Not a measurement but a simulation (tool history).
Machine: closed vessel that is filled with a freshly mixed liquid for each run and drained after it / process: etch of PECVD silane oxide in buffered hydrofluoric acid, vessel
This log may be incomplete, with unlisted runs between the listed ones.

run    day  temperature setpoint of the liquid (°C)  parts of 40 % ammonium fluoride to one part of 49 % hydrofluoric acid (parts by volume)  time in the liquid (s)  thickness taken off the PECVD silane oxide on a monitor wafer (nm)
  1  0.000                                     24.0                                                                                     10.0                      85                                                              247.10
  2  0.162                                     22.5                                                                                     10.5                      85                                                              215.14
  3  0.221                                     21.5                                                                                     10.5                      85                                                              206.85
  4  0.483                                     21.5                                                                                      8.5                      85                                                              247.40
  5  0.562                                     20.5                                                                                      9.0                      85                                                              220.18
  6  0.642                                     19.5                                                                                      9.5                      85                                                              196.74

Run 7, settings as shown, results not yet in. Your forecast:
  7  0.829                                     19.0                                                                                     10.0                      85                                                                   ?

Run 7 produced thickness taken off the PECVD silane oxide on a monitor wafer (nm) 189.03.
